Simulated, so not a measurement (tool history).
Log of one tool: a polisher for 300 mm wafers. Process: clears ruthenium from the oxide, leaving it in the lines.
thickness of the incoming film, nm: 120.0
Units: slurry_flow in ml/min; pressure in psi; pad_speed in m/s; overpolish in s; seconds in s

run	day	slurry_flow	pressure	pad_speed	overpolish	seconds
1	0	150	2	0.76	13	135.39
2	0.167	150	1.7	0.76	13	159.76
3	0.242	150	1.7	0.62	13	194
4	0.488	155	2.1	0.64	13	152.91
5	0.538	155	2.1	0.48	13	199.23
6	0.912	155	2.1	0.34	13	273.55
# day 1.279: slurry nozzle cleaned
7	1.279	175	2.7	0.54	13	129.4

The next listed run, before its measurement:
8	1.492	210	3.1	0.64	13	?

{"run 8": {"seconds": 94.203}}

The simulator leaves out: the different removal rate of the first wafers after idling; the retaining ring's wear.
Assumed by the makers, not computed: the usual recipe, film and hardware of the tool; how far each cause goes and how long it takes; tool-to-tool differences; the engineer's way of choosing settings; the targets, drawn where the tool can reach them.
